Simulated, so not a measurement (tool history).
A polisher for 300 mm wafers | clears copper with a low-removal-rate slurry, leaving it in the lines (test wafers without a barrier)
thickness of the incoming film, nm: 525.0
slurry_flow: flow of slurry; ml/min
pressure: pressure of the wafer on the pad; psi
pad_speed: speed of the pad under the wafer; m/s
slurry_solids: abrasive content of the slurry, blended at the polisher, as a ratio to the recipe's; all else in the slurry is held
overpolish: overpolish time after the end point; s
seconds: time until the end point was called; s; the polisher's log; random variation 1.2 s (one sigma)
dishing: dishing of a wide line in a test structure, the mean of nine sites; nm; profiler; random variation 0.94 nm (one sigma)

run 1 day=0 | slurry_flow=210 pressure=4.1 pad_speed=1.24 slurry_solids=1 overpolish=13 | seconds=102.08 dishing=47.936
run 2 day=0.183 | slurry_flow=210 pressure=4.1 pad_speed=1.24 slurry_solids=1 overpolish=17 | seconds=101.45 dishing=59.565
run 3 day=0.354 | slurry_flow=210 pressure=4.1 pad_speed=1.48 slurry_solids=1 overpolish=17 | seconds=85.05 dishing=68.82
run 4 day=0.462 | slurry_flow=210 pressure=4.1 pad_speed=1.8 slurry_solids=1 overpolish=17 | seconds=70.291 dishing=78.096
run 5 day=0.488 | slurry_flow=240 pressure=4.1 pad_speed=1.8 slurry_solids=1 overpolish=17 | seconds=69.257 dishing=77.396
run 6 day=0.629 | slurry_flow=240 pressure=4.6 pad_speed=1.8 slurry_solids=1 overpolish=17 | seconds=62.857 dishing=87.6

Run 7 comes next. What will it give?
run 7 day=0.679 | slurry_flow=240 pressure=4.1 pad_speed=1.76 slurry_solids=1 overpolish=18 | seconds=? dishing=?

{"run 7": {"seconds": 70.319, "dishing": 80.651}}

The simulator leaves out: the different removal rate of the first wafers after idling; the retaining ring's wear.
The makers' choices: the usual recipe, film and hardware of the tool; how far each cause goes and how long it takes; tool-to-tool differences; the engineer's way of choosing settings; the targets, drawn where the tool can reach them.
